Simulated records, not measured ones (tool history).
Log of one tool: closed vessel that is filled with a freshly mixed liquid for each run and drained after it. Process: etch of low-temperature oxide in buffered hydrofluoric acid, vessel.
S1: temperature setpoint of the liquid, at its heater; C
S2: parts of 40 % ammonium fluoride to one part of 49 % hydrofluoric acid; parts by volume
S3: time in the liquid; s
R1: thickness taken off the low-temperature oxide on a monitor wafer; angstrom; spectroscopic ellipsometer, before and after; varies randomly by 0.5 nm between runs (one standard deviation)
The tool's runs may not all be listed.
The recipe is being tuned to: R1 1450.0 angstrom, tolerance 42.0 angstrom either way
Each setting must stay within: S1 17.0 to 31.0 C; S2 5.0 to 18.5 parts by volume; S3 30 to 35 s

run  hour    S1    S2  S3      R1
  1   0.0  23.0  11.5  35  1167.4
  2   8.5  23.0  10.5  35  1274.7
  3   9.2  23.5  10.5  35  1308.8
  4  18.1  24.0  10.5  35  1337.1
  5  25.6  24.0  13.0  35  1090.2
  6  32.2  24.0  11.5  35  1226.4
  7  40.7  24.0  11.5  35  1225.0
  8  45.2  24.5  11.5  35  1267.2
  9  47.0  25.0  11.5  35  1295.4
 10  48.2  25.5  11.5  35  1330.3
 11  52.2  26.0  11.5  35  1379.5
 12  61.1  26.5  11.5  35  1407.5

Exactly one of the 4 candidate moves below puts every result within its allowed miss. Which one?
  A  70.0  31.0  15.0  35   ?
  B  70.0  27.0  11.5  35   ?
  C  70.0  26.0  10.5  30   ?
  D  70.0  26.5  12.0  35   ?

move      R1
   A  1373.7
   B  1441.8
   C  1279.8
   D  1346.6
A: lands further from the targets than the last run did
B: all results in spec
C: lands further from the targets than the last run did
D: lands further from the targets than the last run did
Go with B: it meets all targets.
